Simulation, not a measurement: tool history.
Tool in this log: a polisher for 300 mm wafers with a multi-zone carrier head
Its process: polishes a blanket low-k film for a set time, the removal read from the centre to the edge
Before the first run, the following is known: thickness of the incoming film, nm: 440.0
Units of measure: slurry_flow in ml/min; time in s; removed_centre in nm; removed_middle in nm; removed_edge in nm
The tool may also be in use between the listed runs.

Run 1, hour 0: slurry_flow 310 ml/min, centre_zone 1, middle_zone 1, edge_zone 1, slurry_solids 1, time 66 s. Result: removed_centre 23.698 nm, removed_middle 23.51 nm, removed_edge 24.639 nm.
Run 2, hour 0.7: slurry_flow 310 ml/min, centre_zone 1, middle_zone 1, edge_zone 1, slurry_solids 1, time 60 s. Result: removed_centre 21.836 nm, removed_middle 21.927 nm, removed_edge 21.982 nm.
Run 3, hour 9.5: slurry_flow 310 ml/min, centre_zone 0.96, middle_zone 1, edge_zone 1, slurry_solids 1, time 60 s. Result: removed_centre 20.986 nm, removed_middle 21.89 nm, removed_edge 22.613 nm.
Run 4, hour 18.4: slurry_flow 315 ml/min, centre_zone 0.96, middle_zone 1.05, edge_zone 1.03, slurry_solids 1.15, time 60 s. Result: removed_centre 22.517 nm, removed_middle 23.915 nm, removed_edge 24.111 nm.
Run 5, hour 24.4: slurry_flow 315 ml/min, centre_zone 0.96, middle_zone 1.05, edge_zone 1.03, slurry_solids 1.15, time 44 s. Result: removed_centre 16.256 nm, removed_middle 17.839 nm, removed_edge 17.73 nm.
Run 6, hour 28.1: slurry_flow 320 ml/min, centre_zone 0.94, middle_zone 1.09, edge_zone 1.04, slurry_solids 1.25, time 50 s. Result: removed_centre 18.729 nm, removed_middle 20.798 nm, removed_edge 20.78 nm.
Run 7, hour 29.1: slurry_flow 315 ml/min, centre_zone 0.92, middle_zone 1.12, edge_zone 1.01, slurry_solids 1.35, time 56 s. Result: removed_centre 21.322 nm, removed_middle 24.967 nm, removed_edge 23.002 nm.
Run 8, hour 33.7: slurry_flow 315 ml/min, centre_zone 0.91, middle_zone 1.14, edge_zone 1.03, slurry_solids 1.4, time 59 s. Result: removed_centre 22.28 nm, removed_middle 26.939 nm, removed_edge 24.719 nm.

Forecast run 9:
Run 9, hour 38.3: slurry_flow 320 ml/min, centre_zone 0.92, middle_zone 1.15, edge_zone 1.05, slurry_solids 1.45, time 61 s. Result: removed_centre ?, removed_middle ?, removed_edge ?.

Run 9 yielded removed_centre 23.935 nm, removed_middle 28.789 nm, removed_edge 26.158 nm.

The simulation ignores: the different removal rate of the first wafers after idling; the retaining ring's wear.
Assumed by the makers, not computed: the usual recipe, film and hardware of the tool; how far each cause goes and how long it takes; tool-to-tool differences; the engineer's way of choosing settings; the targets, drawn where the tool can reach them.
